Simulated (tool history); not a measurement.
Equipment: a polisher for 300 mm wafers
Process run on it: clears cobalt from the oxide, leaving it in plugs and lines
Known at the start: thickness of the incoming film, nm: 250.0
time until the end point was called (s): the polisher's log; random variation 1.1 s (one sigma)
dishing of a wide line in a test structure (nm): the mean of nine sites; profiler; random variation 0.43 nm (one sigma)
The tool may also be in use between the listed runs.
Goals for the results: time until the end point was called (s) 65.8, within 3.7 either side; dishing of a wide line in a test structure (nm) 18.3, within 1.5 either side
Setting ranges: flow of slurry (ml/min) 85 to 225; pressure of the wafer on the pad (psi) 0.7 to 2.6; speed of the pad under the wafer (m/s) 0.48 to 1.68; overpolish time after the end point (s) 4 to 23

| run | hour | flow of slurry (ml/min) | pressure of the wafer on the pad (psi) | speed of the pad under the wafer (m/s) | overpolish time after the end point (s) | time until the end point was called (s) | dishing of a wide line in a test structure (nm) |
|---|---|---|---|---|---|---|---|
| 1 | 0 | 145 | 1.6 | 1.08 | 12 | 54.784 | 33.157 |
| 2 | 3.3 | 145 | 1.5 | 1.08 | 11 | 56.331 | 31.248 |
| 3 | 7.2 | 145 | 1.2 | 1.08 | 11 | 69.783 | 26.627 |
| 4 | 11.5 | 145 | 1.1 | 1.12 | 10 | 77.209 | 24.163 |
| 5 | 18.9 | 160 | 1.1 | 1.12 | 10 | 72.438 | 23.366 |
| 6 | 24.4 | 140 | 1.1 | 1.12 | 10 | 73.941 | 23.938 |
|  | 25.1 | head pressure recalibrated |
| 7 | 25.1 | 145 | 1.1 | 1.14 | 9 | 67.901 | 23.862 |
| 8 | 33.5 | 145 | 1.1 | 1.14 | 8 | 70.694 | 20.449 |
| 9 | 37.5 | 145 | 1.1 | 1.14 | 7 | 70.593 | 20.116 |
| 10 | 40 | 145 | 1.1 | 1.14 | 6 | 70.95 | 18.103 |

Which of these 5 next moves meets every target?
| A | 42.5 | 135 | 0.9 | 1.26 | 7 | ? | ? |
| B | 42.5 | 170 | 1.1 | 1.18 | 6 | ? | ? |
| C | 42.5 | 185 | 1 | 1.18 | 7 | ? | ? |
| D | 42.5 | 90 | 1.4 | 0.9 | 7 | ? | ? |
| E | 42.5 | 155 | 0.9 | 1.34 | 7 | ? | ? |

| move | time until the end point was called (s) | dishing of a wide line in a test structure (nm) |
|---|---|---|
| A | 80.588 | 18.629 |
| B | 67.008 | 19.06 |
| C | 72.427 | 20.226 |
| D | 75.297 | 19.618 |
| E | 74.807 | 19.732 |
A: the biggest miss grows against the last run
B: each result inside its tolerance
C: the biggest miss grows against the last run
D: the biggest miss grows against the last run
E: the biggest miss grows against the last run
Correct choice: B, which meets every target
